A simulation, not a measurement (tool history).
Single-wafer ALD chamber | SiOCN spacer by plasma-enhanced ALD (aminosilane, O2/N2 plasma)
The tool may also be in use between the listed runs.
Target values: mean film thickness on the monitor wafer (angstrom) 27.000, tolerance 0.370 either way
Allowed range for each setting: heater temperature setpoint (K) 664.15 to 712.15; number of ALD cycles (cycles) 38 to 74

| run | day | heater temperature setpoint (K) | number of ALD cycles (cycles) | mean film thickness on the monitor wafer (angstrom) |
|---|---|---|---|---|
| 1 | 0.000 | 688.15 | 56 | 32.683 |
| 2 | 0.279 | 692.15 | 54 | 31.138 |
| 3 | 0.412 | 692.15 | 59 | 34.040 |
| 4 | 0.496 | 692.15 | 64 | 37.101 |
| 5 | 0.546 | 703.15 | 64 | 35.925 |
| 6 | 0.829 | 705.15 | 61 | 34.054 |
| 7 | 1.175 | 706.15 | 58 | 32.183 |
| 8 | 1.542 | 706.15 | 58 | 32.228 |
| 9 | 1.612 | 707.15 | 56 | 31.038 |
| 10 | 1.917 | 708.15 | 54 | 29.796 |
| 11 | 2.208 | 709.15 | 53 | 29.164 |

Of the 4 settings listed for the next run, only one would bring every result within its allowed miss of target. Which one?
| A | 2.500 | 709.15 | 49 | ? |
| B | 2.500 | 703.15 | 56 | ? |
| C | 2.500 | 700.15 | 49 | ? |
| D | 2.500 | 704.15 | 59 | ? |

| move | mean film thickness on the monitor wafer (angstrom) |
|---|---|
| A | 26.983 |
| B | 31.381 |
| C | 27.696 |
| D | 32.967 |
A: all results in spec
B: moves away from the targets compared with the last run
C: moves toward the targets from the last run without getting all of them in spec
D: moves away from the targets compared with the last run
The move that meets every target is A.
